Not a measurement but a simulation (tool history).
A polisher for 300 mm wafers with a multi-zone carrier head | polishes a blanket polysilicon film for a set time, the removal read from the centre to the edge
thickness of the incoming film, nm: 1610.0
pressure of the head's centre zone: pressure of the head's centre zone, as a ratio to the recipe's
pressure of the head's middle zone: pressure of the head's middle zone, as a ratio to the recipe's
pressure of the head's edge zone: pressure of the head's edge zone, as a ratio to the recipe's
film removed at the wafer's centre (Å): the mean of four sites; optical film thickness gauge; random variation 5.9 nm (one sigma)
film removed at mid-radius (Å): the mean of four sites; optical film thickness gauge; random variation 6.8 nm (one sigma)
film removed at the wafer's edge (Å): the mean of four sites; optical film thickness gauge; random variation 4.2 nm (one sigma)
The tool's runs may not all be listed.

run,hour,flow of slurry (ml/min),pressure of the head's centre zone,pressure of the head's middle zone,pressure of the head's edge zone,polishing time (s),film removed at the wafer's centre (Å),film removed at mid-radius (Å),film removed at the wafer's edge (Å)
1,0,200,1,1,1,50,5498.7,5555.4,5522.5
2,2,200,1,1,0.94,50,5472.8,5515.7,5345.2
3,3.3,195,0.97,1,0.92,48,5109.1,5327.3,5042
4,9.1,190,0.94,0.99,0.91,47,4870.5,5107.8,5036.8
5,11.7,185,0.92,1,0.89,46,4553.3,5078.2,4877.8
6,15.5,235,0.92,1,0.89,46,4770.3,5201.9,4950.5
7,19.3,230,0.91,1,0.87,45,4686.5,5160.2,4725.9
8,21.7,225,0.89,1,0.86,45,4521.4,5155.8,4748.5
9,26.4,220,0.88,0.99,0.85,45,4525.5,4983,4715.7
10,29.6,200,0.82,1.02,0.82,44,3832,5009.5,4454.4

Forecast run 11:
# hour 33.9: slurry nozzle cleaned
11,33.9,205,0.83,1.01,0.82,44,?,?,?

Run 11 gave film removed at the wafer's centre (Å) 4169.2, film removed at mid-radius (Å) 5061, film removed at the wafer's edge (Å) 4596.2.
